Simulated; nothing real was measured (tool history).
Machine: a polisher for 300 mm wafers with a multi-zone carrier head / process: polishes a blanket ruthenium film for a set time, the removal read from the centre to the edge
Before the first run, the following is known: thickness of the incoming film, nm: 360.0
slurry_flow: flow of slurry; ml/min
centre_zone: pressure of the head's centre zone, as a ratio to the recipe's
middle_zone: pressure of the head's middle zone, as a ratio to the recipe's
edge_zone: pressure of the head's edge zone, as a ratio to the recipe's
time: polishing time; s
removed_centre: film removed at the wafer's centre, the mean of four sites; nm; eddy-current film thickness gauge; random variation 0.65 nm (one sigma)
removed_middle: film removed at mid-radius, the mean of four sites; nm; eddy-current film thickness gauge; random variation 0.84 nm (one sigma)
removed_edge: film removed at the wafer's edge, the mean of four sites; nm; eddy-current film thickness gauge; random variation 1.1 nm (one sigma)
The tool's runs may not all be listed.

| run | day | slurry_flow | centre_zone | middle_zone | edge_zone | time | removed_centre | removed_middle | removed_edge |
|---|---|---|---|---|---|---|---|---|---|
| 1 | 0.000 | 250 | 1.00 | 1.00 | 1.00 | 86 | 70.690 | 65.310 | 61.570 |
| 2 | 0.033 | 290 | 1.00 | 1.00 | 1.00 | 86 | 72.082 | 66.201 | 62.483 |
| 3 | 0.375 | 290 | 1.00 | 1.00 | 0.96 | 86 | 72.858 | 65.194 | 62.105 |
| 4 | 0.425 | 290 | 1.00 | 1.00 | 1.05 | 86 | 71.220 | 65.268 | 64.626 |
| 5 | 0.604 | 290 | 1.00 | 0.93 | 1.05 | 86 | 70.420 | 62.136 | 65.664 |
| 6 | 0.933 | 290 | 1.00 | 0.93 | 1.14 | 86 | 72.447 | 61.584 | 67.522 |
| 7 | 1.233 | 300 | 0.96 | 0.96 | 1.15 | 89 | 72.202 | 67.715 | 70.696 |
| 8 | 1.596 | 310 | 0.93 | 0.96 | 1.16 | 91 | 71.180 | 68.497 | 72.252 |
| 9 | 1.767 | 315 | 0.90 | 0.97 | 1.17 | 93 | 72.449 | 70.660 | 74.999 |
| 10 | 2.125 | 310 | 0.88 | 0.99 | 1.17 | 94 | 70.416 | 70.551 | 74.187 |
| 11 | 2.425 | 320 | 0.86 | 1.01 | 1.17 | 95 | 70.191 | 74.168 | 75.788 |
| 12 | 2.500 | 320 | 0.86 | 1.01 | 1.17 | 95 | 70.490 | 74.594 | 75.656 |
| 13 | 2.708 | 325 | 0.85 | 1.02 | 1.17 | 96 | 70.676 | 75.893 | 76.970 |
| 14 | 2.917 | 325 | 0.85 | 1.02 | 1.17 | 96 | 71.865 | 75.371 | 77.173 |

What will run 15 give?
| 15 | 3.004 | 315 | 0.84 | 1.03 | 1.17 | 97 | ? | ? | ? |

Run 15 gave removed_centre 70.251 nm, removed_middle 76.816 nm, removed_edge 78.557 nm.

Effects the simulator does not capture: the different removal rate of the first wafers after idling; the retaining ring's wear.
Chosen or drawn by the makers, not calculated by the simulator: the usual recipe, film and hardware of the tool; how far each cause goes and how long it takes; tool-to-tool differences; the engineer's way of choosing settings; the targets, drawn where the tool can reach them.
